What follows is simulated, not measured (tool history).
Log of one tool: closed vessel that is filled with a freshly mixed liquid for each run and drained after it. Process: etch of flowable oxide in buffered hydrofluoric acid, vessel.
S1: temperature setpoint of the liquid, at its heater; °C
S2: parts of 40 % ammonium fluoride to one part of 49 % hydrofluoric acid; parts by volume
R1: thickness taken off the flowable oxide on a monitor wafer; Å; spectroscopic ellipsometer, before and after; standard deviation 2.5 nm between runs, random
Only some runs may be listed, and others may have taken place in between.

Run 1, hour 0: S1 20 °C, S2 8 parts by volume, time in the liquid (s) 90. Result: R1 2887.3 Å.
Run 2, hour 3.5: S1 20 °C, S2 8 parts by volume, time in the liquid (s) 95. Result: R1 3047 Å.
Run 3, hour 9.5: S1 21 °C, S2 8 parts by volume, time in the liquid (s) 95. Result: R1 3220.3 Å.
Run 4, hour 13.5: S1 21.5 °C, S2 8 parts by volume, time in the liquid (s) 95. Result: R1 3341.6 Å.
Run 5, hour 15.3: S1 21.5 °C, S2 6.5 parts by volume, time in the liquid (s) 95. Result: R1 3982.9 Å.
Run 6, hour 19.5: S1 21 °C, S2 6.5 parts by volume, time in the liquid (s) 95. Result: R1 3909.8 Å.

What does the tool deliver on the next run?
Run 7, hour 23.4: S1 20.5 °C, S2 6.5 parts by volume, time in the liquid (s) 95. Result: R1 ?.

{"run 7": {"R1": 3773}}
